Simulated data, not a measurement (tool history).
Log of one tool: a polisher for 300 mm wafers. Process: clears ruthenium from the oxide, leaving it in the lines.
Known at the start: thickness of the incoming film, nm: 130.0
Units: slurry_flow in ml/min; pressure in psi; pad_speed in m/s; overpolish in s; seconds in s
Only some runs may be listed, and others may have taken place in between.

| run | hour | slurry_flow | pressure | pad_speed | overpolish | seconds |
|---|---|---|---|---|---|---|
| 1 | 0.0 | 300 | 1.3 | 1.28 | 10 | 117.67 |
| 2 | 4.9 | 330 | 1.3 | 1.28 | 10 | 114.94 |
| 3 | 13.5 | 330 | 1.3 | 0.98 | 10 | 147.23 |
| 4 | 15.9 | 395 | 1.3 | 0.98 | 10 | 143.10 |
| 5 | 24.4 | 395 | 1.2 | 0.98 | 10 | 158.05 |
| 6 | 32.7 | 395 | 1.2 | 1.22 | 10 | 131.40 |
| 7 | 40.9 | 395 | 1.1 | 1.20 | 10 | 137.57 |
| 8 | 49.1 | 395 | 1.0 | 1.16 | 10 | 155.09 |

Forecast run 9:
| 9 | 52.1 | 395 | 0.9 | 1.14 | 10 | ? |

seconds: 171.90 s

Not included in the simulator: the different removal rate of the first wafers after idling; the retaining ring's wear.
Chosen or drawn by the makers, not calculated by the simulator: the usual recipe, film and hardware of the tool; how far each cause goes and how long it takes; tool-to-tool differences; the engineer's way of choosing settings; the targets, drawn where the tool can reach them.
